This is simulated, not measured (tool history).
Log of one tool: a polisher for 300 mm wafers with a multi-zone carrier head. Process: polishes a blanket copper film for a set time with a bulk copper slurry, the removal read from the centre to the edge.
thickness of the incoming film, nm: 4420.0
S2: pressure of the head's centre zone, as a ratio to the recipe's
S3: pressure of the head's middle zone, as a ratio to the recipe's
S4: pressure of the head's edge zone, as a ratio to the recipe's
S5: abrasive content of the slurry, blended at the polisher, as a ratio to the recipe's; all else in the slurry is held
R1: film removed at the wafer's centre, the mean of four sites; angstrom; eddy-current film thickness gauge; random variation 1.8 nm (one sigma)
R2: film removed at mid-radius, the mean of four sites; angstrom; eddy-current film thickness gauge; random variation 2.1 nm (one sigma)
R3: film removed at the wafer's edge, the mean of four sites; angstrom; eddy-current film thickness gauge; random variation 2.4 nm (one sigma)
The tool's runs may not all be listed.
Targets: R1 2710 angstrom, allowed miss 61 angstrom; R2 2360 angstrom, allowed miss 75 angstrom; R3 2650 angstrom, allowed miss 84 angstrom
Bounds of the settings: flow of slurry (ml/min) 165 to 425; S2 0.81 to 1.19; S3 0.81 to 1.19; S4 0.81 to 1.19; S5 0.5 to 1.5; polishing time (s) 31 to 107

run 1 hour=0 | flow_of_slurry_(ml/min)=275 S2=1 S3=1 S4=1 S5=1 polishing_time_(s)=69 | R1=3345.9 R2=3378.4 R3=3451.8
run 2 hour=6.8 | flow_of_slurry_(ml/min)=270 S2=1 S3=0.96 S4=0.97 S5=0.9 polishing_time_(s)=68 | R1=3196.5 R2=3062.1 R3=3239
run 3 hour=7.9 | flow_of_slurry_(ml/min)=270 S2=1 S3=0.96 S4=0.97 S5=0.75 polishing_time_(s)=68 | R1=3031.6 R2=2962 R3=3094.3
run 4 hour=16.6 | flow_of_slurry_(ml/min)=270 S2=1 S3=0.96 S4=0.97 S5=0.55 polishing_time_(s)=68 | R1=2754 R2=2648.5 R3=2777.7
run 5 hour=19.9 | flow_of_slurry_(ml/min)=260 S2=1 S3=0.94 S4=0.96 S5=0.55 polishing_time_(s)=68 | R1=2717.6 R2=2623.9 R3=2772.3
run 6 hour=25.7 | flow_of_slurry_(ml/min)=255 S2=1.01 S3=0.91 S4=0.95 S5=0.55 polishing_time_(s)=68 | R1=2788.3 R2=2589.8 R3=2757.6
run 7 hour=30.5 | flow_of_slurry_(ml/min)=245 S2=1.01 S3=0.89 S4=0.95 S5=0.55 polishing_time_(s)=68 | R1=2755.6 R2=2537.9 R3=2782.8
run 8 hour=35.3 | flow_of_slurry_(ml/min)=240 S2=1.01 S3=0.87 S4=0.94 S5=0.55 polishing_time_(s)=68 | R1=2774.6 R2=2452.1 R3=2733.9

4 next moves are on the table. One of them brings every result within its allowed miss. Which?
run A hour=40.1 | flow_of_slurry_(ml/min)=260 S2=1.03 S3=0.82 S4=0.99 S5=0.6 polishing_time_(s)=68 | R1=? R2=? R3=?
run B hour=40.1 | flow_of_slurry_(ml/min)=165 S2=1 S3=0.84 S4=0.87 S5=0.6 polishing_time_(s)=69 | R1=? R2=? R3=?
run C hour=40.1 | flow_of_slurry_(ml/min)=230 S2=1.01 S3=0.81 S4=0.91 S5=0.65 polishing_time_(s)=67 | R1=? R2=? R3=?
run D hour=40.1 | flow_of_slurry_(ml/min)=275 S2=0.95 S3=0.84 S4=1.03 S5=0.6 polishing_time_(s)=68 | R1=? R2=? R3=?

move=A R1=2889.1 R2=2357.3 R3=2894
move=B R1=2702 R2=2329.3 R3=2670.2
move=C R1=2823.4 R2=2329.9 R3=2784.4
move=D R1=2678 R2=2417 R3=2960.5
A: brings the result that was furthest off to its target, and leaves another outside
B: meets every target
C: brings the result that was furthest off to its target, and leaves another outside
D: brings the result that was furthest off to its target, and leaves another outside
Answer: B

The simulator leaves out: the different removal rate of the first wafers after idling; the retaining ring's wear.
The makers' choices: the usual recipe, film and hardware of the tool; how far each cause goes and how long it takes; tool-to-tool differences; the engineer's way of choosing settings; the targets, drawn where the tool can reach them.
